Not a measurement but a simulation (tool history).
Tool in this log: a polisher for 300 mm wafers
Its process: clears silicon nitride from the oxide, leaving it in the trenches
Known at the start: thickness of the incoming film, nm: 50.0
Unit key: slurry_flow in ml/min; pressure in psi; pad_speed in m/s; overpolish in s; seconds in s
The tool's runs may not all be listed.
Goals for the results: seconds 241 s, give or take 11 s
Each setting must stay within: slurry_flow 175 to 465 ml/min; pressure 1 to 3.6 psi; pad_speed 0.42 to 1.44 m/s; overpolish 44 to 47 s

run	hour	slurry_flow	pressure	pad_speed	overpolish	seconds
1	0	295	2.3	0.92	44	101.75
2	3	295	2.3	0.92	44	98.743
3	6.6	295	2.1	0.88	44	114.55
4	11.3	295	1.9	0.84	44	134.64
5	12.3	295	1.8	0.82	44	143.18
6	13.6	295	1.7	0.8	44	154.2
7	22.3	295	1.6	0.78	44	164.77
8	31	295	1.5	0.76	44	179.54
9	36.9	295	1.5	0.76	44	179.22
10	43.5	290	1	0.68	44	294.76
11	49.3	290	1	0.68	44	291.14
12	57.1	295	1	0.68	44	286.75
13	65.4	300	1	0.68	44	288.3

Exactly one of the 4 candidate moves below puts every result within its allowed miss. Which one?
A	73.7	320	1.3	0.72	47	?
B	73.7	330	1.4	0.58	47	?
C	73.7	335	1.1	0.68	44	?
D	73.7	235	1.2	0.8	44	?

move	seconds
A	215.86
B	247.29
C	264.58
D	217.12
A: carries the result that was furthest off beyond its target, to the other side
B: hits every target within its allowed miss
C: closes in on the targets versus the last run, not all within tolerance yet
D: carries the result that was furthest off beyond its target, to the other side
So the answer is move B, the one that meets all the targets.
